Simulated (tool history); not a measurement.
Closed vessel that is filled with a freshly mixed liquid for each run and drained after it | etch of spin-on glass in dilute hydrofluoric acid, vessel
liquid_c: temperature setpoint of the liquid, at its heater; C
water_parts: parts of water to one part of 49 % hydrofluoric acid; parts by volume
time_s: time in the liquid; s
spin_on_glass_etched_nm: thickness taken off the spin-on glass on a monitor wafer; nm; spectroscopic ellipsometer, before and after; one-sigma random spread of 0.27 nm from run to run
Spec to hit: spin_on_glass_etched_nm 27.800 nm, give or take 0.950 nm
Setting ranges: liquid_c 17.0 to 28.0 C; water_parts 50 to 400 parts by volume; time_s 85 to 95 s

run	hour	liquid_c	water_parts	time_s	spin_on_glass_etched_nm
1	0.0	20.0	225	85	16.136
2	3.0	17.5	225	85	14.677
3	11.4	19.0	215	85	16.628
4	15.2	20.5	210	85	18.080
5	16.2	20.5	290	85	12.184
6	20.7	17.5	290	85	11.043
7	28.1	19.0	270	85	12.831
8	31.4	23.0	180	85	24.277
9	33.5	23.5	180	85	24.404
10	36.1	24.0	180	85	24.582
11	44.1	24.0	180	85	24.888
12	45.9	24.5	180	85	25.508
13	51.0	25.0	180	85	25.898
14	56.1	26.0	180	85	26.573

Which single option among these 4 for the next run brings every result within its allowed miss of target? Just one does.
A	61.2	25.5	180	85	?
B	61.2	27.0	195	85	?
C	61.2	24.0	180	85	?
D	61.2	27.0	180	85	?

move	spin_on_glass_etched_nm
A	26.437
B	25.332
C	25.004
D	27.927
A: moves away from the targets compared with the last run
B: moves away from the targets compared with the last run
C: moves away from the targets compared with the last run
D: all results land within tolerance of their targets
The right move is D.

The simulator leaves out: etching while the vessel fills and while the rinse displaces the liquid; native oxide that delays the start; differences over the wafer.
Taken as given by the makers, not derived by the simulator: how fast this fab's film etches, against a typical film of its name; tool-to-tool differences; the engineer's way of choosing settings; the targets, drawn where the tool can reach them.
